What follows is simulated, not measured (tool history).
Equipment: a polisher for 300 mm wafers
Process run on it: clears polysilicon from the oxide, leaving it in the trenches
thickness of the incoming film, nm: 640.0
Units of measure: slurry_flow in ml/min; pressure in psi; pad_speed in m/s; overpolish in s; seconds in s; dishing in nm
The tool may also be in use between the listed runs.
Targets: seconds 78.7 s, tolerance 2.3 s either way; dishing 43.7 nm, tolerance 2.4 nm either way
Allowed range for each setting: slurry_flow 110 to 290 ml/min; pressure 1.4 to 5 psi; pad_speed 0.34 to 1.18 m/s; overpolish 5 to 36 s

| run | hour | slurry_flow | pressure | pad_speed | overpolish | seconds | dishing |
|---|---|---|---|---|---|---|---|
| 1 | 0 | 185 | 3.2 | 0.76 | 18 | 52.166 | 52.663 |
| 2 | 0.7 | 180 | 2.9 | 0.76 | 14 | 56.57 | 50.902 |
| 3 | 4.9 | 165 | 2.6 | 0.76 | 12 | 63.739 | 47.592 |
| 4 | 12.7 | 165 | 3.1 | 0.76 | 12 | 53.68 | 51.01 |
|  | 14.6 | worn pad replaced by a new one |
| 5 | 14.6 | 165 | 3.1 | 0.86 | 12 | 46.022 | 50.769 |
| 6 | 22.9 | 165 | 2.8 | 0.86 | 12 | 51.443 | 49.562 |
| 7 | 25.3 | 160 | 2.5 | 0.86 | 11 | 57.875 | 48.839 |
| 8 | 28.2 | 145 | 2.3 | 0.86 | 9 | 62.944 | 44.041 |

Of the 4 settings listed for the next run, only one would bring every result within its allowed miss of target. Which one?
| A | 31.1 | 160 | 2.1 | 0.66 | 16 | ? | ? |
| B | 31.1 | 160 | 1.9 | 0.8 | 11 | ? | ? |
| C | 31.1 | 275 | 2 | 0.56 | 20 | ? | ? |
| D | 31.1 | 145 | 1.9 | 0.72 | 12 | ? | ? |

| move | seconds | dishing |
|---|---|---|
| A | 80.059 | 49.304 |
| B | 78.633 | 44.26 |
| C | 85.075 | 50.932 |
| D | 85.402 | 44.333 |
A: corrects the largest miss of the last run, while another result sits out of spec
B: all results in spec
C: the result that was furthest off in the last run now lies on the other side of its target
D: the result that was furthest off in the last run now lies on the other side of its target
The right move is B.
